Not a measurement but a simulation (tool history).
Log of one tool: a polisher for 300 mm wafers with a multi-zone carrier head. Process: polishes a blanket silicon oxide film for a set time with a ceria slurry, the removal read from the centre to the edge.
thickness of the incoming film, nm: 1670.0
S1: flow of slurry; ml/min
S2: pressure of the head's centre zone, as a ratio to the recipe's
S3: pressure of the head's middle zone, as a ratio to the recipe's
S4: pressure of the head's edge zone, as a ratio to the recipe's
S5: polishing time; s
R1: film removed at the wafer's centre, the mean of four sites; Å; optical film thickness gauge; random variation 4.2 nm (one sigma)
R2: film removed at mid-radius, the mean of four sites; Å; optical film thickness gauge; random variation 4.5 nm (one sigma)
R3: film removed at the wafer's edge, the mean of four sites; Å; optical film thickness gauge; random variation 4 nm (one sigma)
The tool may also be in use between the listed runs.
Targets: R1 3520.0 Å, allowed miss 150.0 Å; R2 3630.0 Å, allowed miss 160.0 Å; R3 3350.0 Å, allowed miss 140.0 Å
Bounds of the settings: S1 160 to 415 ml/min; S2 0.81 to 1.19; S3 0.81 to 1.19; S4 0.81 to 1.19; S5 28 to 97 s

| run | hour | S1 | S2 | S3 | S4 | S5 | R1 | R2 | R3 |
|---|---|---|---|---|---|---|---|---|---|
| 1 | 0.0 | 265 | 1.00 | 1.00 | 1.00 | 62 | 2344.3 | 2376.8 | 2393.9 |
| 2 | 1.3 | 265 | 0.92 | 1.00 | 1.00 | 62 | 2125.0 | 2313.0 | 2397.5 |
| 3 | 6.9 | 265 | 0.98 | 1.00 | 1.00 | 62 | 2303.2 | 2384.8 | 2423.9 |
| 4 | 11.6 | 265 | 0.98 | 1.00 | 1.00 | 69 | 2524.6 | 2653.6 | 2701.0 |
| 5 | 13.1 | 265 | 0.98 | 1.00 | 1.09 | 69 | 2515.3 | 2662.8 | 2827.3 |
| 6 | 20.8 | 265 | 0.98 | 0.94 | 1.09 | 69 | 2516.8 | 2509.8 | 2808.1 |
| 7 | 29.6 | 270 | 1.02 | 0.99 | 1.09 | 71 | 2737.7 | 2688.1 | 2918.1 |
| 8 | 32.5 | 270 | 1.04 | 1.03 | 1.07 | 73 | 2825.7 | 2855.3 | 2911.1 |
| 9 | 34.4 | 270 | 1.04 | 1.03 | 1.07 | 73 | 2863.4 | 2770.7 | 2969.2 |
| 10 | 39.1 | 275 | 1.04 | 1.07 | 1.03 | 76 | 2996.3 | 3051.8 | 3061.1 |
| 11 | 39.9 | 280 | 1.05 | 1.10 | 1.02 | 78 | 3104.1 | 3262.2 | 3046.3 |

Which of these 5 next moves meets every target?
| A | 40.7 | 285 | 1.06 | 0.92 | 1.19 | 80 | ? | ? | ? |
| B | 40.7 | 295 | 0.91 | 1.06 | 1.15 | 83 | ? | ? | ? |
| C | 40.7 | 290 | 1.03 | 0.98 | 1.10 | 91 | ? | ? | ? |
| D | 40.7 | 345 | 1.19 | 1.13 | 0.91 | 70 | ? | ? | ? |
| E | 40.7 | 310 | 1.03 | 1.06 | 0.94 | 88 | ? | ? | ? |

| move | R1 | R2 | R3 |
|---|---|---|---|
| A | 3237.0 | 2836.5 | 3420.5 |
| B | 2894.1 | 3330.7 | 3489.3 |
| C | 3585.9 | 3409.0 | 3738.5 |
| D | 3252.7 | 3008.0 | 2652.5 |
| E | 3495.7 | 3547.8 | 3362.6 |
A: further off than the last run
B: further off than the last run
C: brings the result that was furthest off to its target, and leaves another outside
D: further off than the last run
E: meets every target
Move E is the one to make.
